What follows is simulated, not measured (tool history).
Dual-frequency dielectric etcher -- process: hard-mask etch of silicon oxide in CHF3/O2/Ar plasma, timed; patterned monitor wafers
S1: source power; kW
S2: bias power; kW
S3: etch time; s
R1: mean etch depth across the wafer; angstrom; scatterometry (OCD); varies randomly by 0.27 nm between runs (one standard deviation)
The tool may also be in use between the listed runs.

run	day	S1	S2	S3	R1
1	0	0.77	0.12	36	681.74
2	0.112	0.73	0.114	36	656.66
3	0.217	0.73	0.114	37.5	686.71
4	0.5	0.73	0.114	36	645.74
5	0.55	0.73	0.114	36	652.15
6	0.638	0.61	0.114	36	576.04
7	0.667	0.6	0.114	36	564.87
8	0.888	0.6	0.114	36	572.45
9	1	0.59	0.114	36	563.2
10	1.154	0.47	0.11	36	453.04
11	1.488	0.59	0.111	36	555.78

For run 12, what comes out?
12	1.542	0.58	0.111	36	?

R1: 549.72 angstrom
